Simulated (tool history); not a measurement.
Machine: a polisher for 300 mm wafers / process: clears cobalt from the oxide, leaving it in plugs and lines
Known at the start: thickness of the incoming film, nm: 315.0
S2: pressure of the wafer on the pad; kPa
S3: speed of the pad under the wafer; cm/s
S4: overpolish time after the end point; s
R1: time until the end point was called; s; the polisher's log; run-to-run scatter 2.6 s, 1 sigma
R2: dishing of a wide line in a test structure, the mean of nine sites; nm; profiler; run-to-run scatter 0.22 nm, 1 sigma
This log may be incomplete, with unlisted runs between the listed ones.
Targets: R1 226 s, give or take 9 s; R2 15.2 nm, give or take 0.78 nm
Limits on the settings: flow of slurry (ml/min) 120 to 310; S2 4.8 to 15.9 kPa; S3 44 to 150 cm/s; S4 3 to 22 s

Run 1, hour 0: flow of slurry (ml/min) 200, S2 10.3 kPa, S3 96 cm/s, S4 11 s. Result: R1 79.163 s, R2 30.72 nm.
Run 2, hour 3.1: flow of slurry (ml/min) 200, S2 10.3 kPa, S3 108 cm/s, S4 11 s. Result: R1 70.254 s, R2 32.269 nm.
Run 3, hour 11.4: flow of slurry (ml/min) 200, S2 10.3 kPa, S3 108 cm/s, S4 7 s. Result: R1 70.117 s, R2 23.126 nm.
Run 4, hour 16.8: flow of slurry (ml/min) 200, S2 10.3 kPa, S3 108 cm/s, S4 5 s. Result: R1 70.607 s, R2 17.717 nm.
Run 5, hour 23.6: flow of slurry (ml/min) 195, S2 9 kPa, S3 96 cm/s, S4 6 s. Result: R1 90.279 s, R2 17.305 nm.
Run 6, hour 29.1: flow of slurry (ml/min) 195, S2 6.9 kPa, S3 96 cm/s, S4 6 s. Result: R1 111.5 s, R2 14.073 nm.
Run 7, hour 37.4: flow of slurry (ml/min) 195, S2 6.9 kPa, S3 96 cm/s, S4 6 s. Result: R1 114.69 s, R2 14.116 nm.
Run 8, hour 41.9: flow of slurry (ml/min) 190, S2 6.2 kPa, S3 88 cm/s, S4 7 s. Result: R1 134.05 s, R2 13.57 nm.
Run 9, hour 50.5: flow of slurry (ml/min) 185, S2 6.2 kPa, S3 82 cm/s, S4 8 s. Result: R1 141.47 s, R2 14.644 nm.
Run 10, hour 51.4: flow of slurry (ml/min) 185, S2 6.2 kPa, S3 76 cm/s, S4 9 s. Result: R1 153.62 s, R2 15.473 nm.
Run 11, hour 59.1: flow of slurry (ml/min) 185, S2 6.2 kPa, S3 72 cm/s, S4 9 s. Result: R1 161.59 s, R2 14.833 nm.
Run 12, hour 65.8: flow of slurry (ml/min) 185, S2 6.2 kPa, S3 68 cm/s, S4 10 s. Result: R1 173.4 s, R2 15.482 nm.
Run 13, hour 71: flow of slurry (ml/min) 185, S2 6.2 kPa, S3 66 cm/s, S4 10 s. Result: R1 174.06 s, R2 14.89 nm.
Run 14, hour 73.1: flow of slurry (ml/min) 185, S2 6.2 kPa, S3 64 cm/s, S4 10 s. Result: R1 182.62 s, R2 14.934 nm.
Run 15, hour 76.8: flow of slurry (ml/min) 185, S2 6.2 kPa, S3 64 cm/s, S4 10 s. Result: R1 183.27 s, R2 14.554 nm.
Run 16, hour 77.6: flow of slurry (ml/min) 185, S2 6.2 kPa, S3 62 cm/s, S4 10 s. Result: R1 189.02 s, R2 14.222 nm.
Run 17, hour 79.6: flow of slurry (ml/min) 185, S2 5.5 kPa, S3 60 cm/s, S4 11 s. Result: R1 212.49 s, R2 13.788 nm.

Consider the 4 candidate settings below. Which is the only one whose results all fall within their allowed miss of target?
Run A, hour 81.6: flow of slurry (ml/min) 160, S2 5.5 kPa, S3 64 cm/s, S4 14 s. Result: R1 ?, R2 ?.
Run B, hour 81.6: flow of slurry (ml/min) 155, S2 6.2 kPa, S3 58 cm/s, S4 11 s. Result: R1 ?, R2 ?.
Run C, hour 81.6: flow of slurry (ml/min) 170, S2 5.5 kPa, S3 50 cm/s, S4 15 s. Result: R1 ?, R2 ?.
Run D, hour 81.6: flow of slurry (ml/min) 140, S2 5.5 kPa, S3 60 cm/s, S4 13 s. Result: R1 ?, R2 ?.

move      R1      R2
   A  204.08  17.628
   B  205.32  14.247
   C   255.2  15.477
   D  223.03  15.341
A: takes the result that was furthest off past its target
B: the biggest miss grows against the last run
C: gets the furthest-off result to its target, but another result is out of tolerance
D: all results in spec
D meets every target.

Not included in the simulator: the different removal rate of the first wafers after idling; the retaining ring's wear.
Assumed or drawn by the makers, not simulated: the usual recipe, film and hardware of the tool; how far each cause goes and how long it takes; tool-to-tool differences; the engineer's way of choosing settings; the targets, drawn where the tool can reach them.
